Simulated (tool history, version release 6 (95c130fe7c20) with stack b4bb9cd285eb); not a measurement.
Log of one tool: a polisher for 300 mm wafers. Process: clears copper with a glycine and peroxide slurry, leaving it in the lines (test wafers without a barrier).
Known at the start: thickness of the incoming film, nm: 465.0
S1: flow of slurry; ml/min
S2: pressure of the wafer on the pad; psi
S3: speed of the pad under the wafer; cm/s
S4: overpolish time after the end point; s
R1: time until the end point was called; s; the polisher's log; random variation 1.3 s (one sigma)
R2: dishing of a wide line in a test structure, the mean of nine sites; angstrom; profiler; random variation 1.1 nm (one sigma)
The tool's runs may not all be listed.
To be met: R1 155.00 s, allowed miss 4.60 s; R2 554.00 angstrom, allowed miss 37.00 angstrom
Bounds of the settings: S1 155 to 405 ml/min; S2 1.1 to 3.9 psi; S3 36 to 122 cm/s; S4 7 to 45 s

run 1 hour=0.0 | S1=260 S2=2.5 S3=78 S4=23 | R1=141.50 R2=515.31
run 2 hour=1.3 | S1=260 S2=2.9 S3=78 S4=23 | R1=126.51 R2=587.63
run 3 hour=9.7 | S1=260 S2=2.9 S3=86 S4=23 | R1=119.16 R2=584.86
run 4 hour=16.3 | S1=260 S2=2.6 S3=86 S4=23 | R1=128.59 R2=550.64
run 5 hour=18.9 | S1=215 S2=2.6 S3=86 S4=23 | R1=131.09 R2=558.22
run 6 hour=22.9 | S1=215 S2=2.6 S3=86 S4=15 | R1=131.00 R2=387.48
run 7 hour=31.2 | S1=215 S2=2.5 S3=86 S4=17 | R1=134.80 R2=410.85
run 8 hour=40.3 | S1=215 S2=2.5 S3=86 S4=18 | R1=134.66 R2=435.43
run 9 hour=46.4 | S1=215 S2=2.4 S3=86 S4=19 | R1=139.57 R2=435.70

4 next moves are on the table. One of them brings every result within its allowed miss. Which?
run A hour=52.5 | S1=205 S2=2.8 S3=94 S4=23 | R1=? R2=?
run B hour=52.5 | S1=190 S2=2.4 S3=76 S4=36 | R1=? R2=?
run C hour=52.5 | S1=155 S2=3.1 S3=62 S4=34 | R1=? R2=?
run D hour=52.5 | S1=225 S2=2.3 S3=78 S4=27 | R1=? R2=?

move=A R1=115.17 R2=606.06
move=B R1=154.20 R2=681.25
move=C R1=154.16 R2=668.11
move=D R1=152.39 R2=550.36
A: further off than the last run
B: brings the result that was furthest off to its target, and leaves another outside
C: brings the result that was furthest off to its target, and leaves another outside
D: meets every target
Answer: D

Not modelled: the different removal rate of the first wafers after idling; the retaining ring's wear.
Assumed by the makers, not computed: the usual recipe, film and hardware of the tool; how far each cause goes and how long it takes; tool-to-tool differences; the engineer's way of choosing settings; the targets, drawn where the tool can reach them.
